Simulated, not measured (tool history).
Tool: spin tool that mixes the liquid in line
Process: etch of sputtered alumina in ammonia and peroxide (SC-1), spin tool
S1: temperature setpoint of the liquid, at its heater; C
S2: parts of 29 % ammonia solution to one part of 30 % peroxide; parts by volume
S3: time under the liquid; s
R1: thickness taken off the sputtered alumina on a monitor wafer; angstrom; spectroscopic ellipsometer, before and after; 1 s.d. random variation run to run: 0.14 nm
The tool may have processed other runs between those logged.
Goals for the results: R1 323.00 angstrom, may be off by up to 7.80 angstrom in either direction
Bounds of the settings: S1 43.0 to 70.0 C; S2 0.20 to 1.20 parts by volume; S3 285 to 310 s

Run 1, day 0.000: S1 59.0 C, S2 0.80 parts by volume, S3 285 s. Result: R1 233.24 angstrom.
Run 2, day 0.296: S1 60.0 C, S2 0.80 parts by volume, S3 285 s. Result: R1 245.64 angstrom.
Run 3, day 0.338: S1 60.0 C, S2 0.65 parts by volume, S3 285 s. Result: R1 240.81 angstrom.
Run 4, day 0.371: S1 60.0 C, S2 0.45 parts by volume, S3 285 s. Result: R1 232.55 angstrom.
Run 5, day 0.688: S1 61.0 C, S2 0.45 parts by volume, S3 285 s. Result: R1 245.60 angstrom.
Run 6, day 0.808: S1 61.0 C, S2 0.30 parts by volume, S3 285 s. Result: R1 235.42 angstrom.
Run 7, day 1.054: S1 62.0 C, S2 0.30 parts by volume, S3 285 s. Result: R1 248.48 angstrom.
Run 8, day 1.238: S1 62.5 C, S2 0.30 parts by volume, S3 285 s. Result: R1 254.31 angstrom.
Run 9, day 1.392: S1 63.0 C, S2 0.30 parts by volume, S3 285 s. Result: R1 258.31 angstrom.
Run 10, day 1.542: S1 63.5 C, S2 0.30 parts by volume, S3 285 s. Result: R1 267.09 angstrom.
Run 11, day 1.850: S1 64.0 C, S2 0.30 parts by volume, S3 285 s. Result: R1 276.48 angstrom.
Run 12, day 1.925: S1 64.5 C, S2 0.30 parts by volume, S3 285 s. Result: R1 282.05 angstrom.

Next run, 4 choices. One meets every target within its allowed miss, the rest don't. Which?
Run A, day 2.000: S1 66.5 C, S2 0.50 parts by volume, S3 300 s. Result: R1 ?.
Run B, day 2.000: S1 65.0 C, S2 0.20 parts by volume, S3 310 s. Result: R1 ?.
Run C, day 2.000: S1 67.5 C, S2 0.30 parts by volume, S3 285 s. Result: R1 ?.
Run D, day 2.000: S1 65.0 C, S2 0.35 parts by volume, S3 295 s. Result: R1 ?.

move      R1
   A  343.57
   B  302.32
   C  326.65
   D  303.34
A: takes the result that was furthest off past its target
B: nearer the targets than the last run, but a result is still out of spec
C: each result inside its tolerance
D: nearer the targets than the last run, but a result is still out of spec
C meets every target.
